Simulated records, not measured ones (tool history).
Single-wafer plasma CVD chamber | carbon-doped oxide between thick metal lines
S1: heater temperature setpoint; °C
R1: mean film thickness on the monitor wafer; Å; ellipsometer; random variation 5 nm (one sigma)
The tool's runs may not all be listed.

Run 1, hour 0: S1 330 °C, chamber pressure (Pa) 853, RF power (W) 425, deposition time (s) 183. Result: R1 9216.2 Å.
Run 2, hour 2: S1 319 °C, chamber pressure (Pa) 853, RF power (W) 425, deposition time (s) 183. Result: R1 9480.4 Å.
Run 3, hour 3.3: S1 322 °C, chamber pressure (Pa) 812, RF power (W) 410, deposition time (s) 183. Result: R1 9050.4 Å.
Run 4, hour 4.7: S1 324 °C, chamber pressure (Pa) 767, RF power (W) 405, deposition time (s) 183. Result: R1 8840.6 Å.
Run 5, hour 8.9: S1 324 °C, chamber pressure (Pa) 833, RF power (W) 405, deposition time (s) 183. Result: R1 8924.3 Å.
Run 6, hour 17.3: S1 324 °C, chamber pressure (Pa) 751, RF power (W) 405, deposition time (s) 183. Result: R1 8889 Å.

The next listed run, before its measurement:
Run 7, hour 20.1: S1 326 °C, chamber pressure (Pa) 732, RF power (W) 400, deposition time (s) 183. Result: R1 ?.

{"run 7": {"R1": 8763.8}}
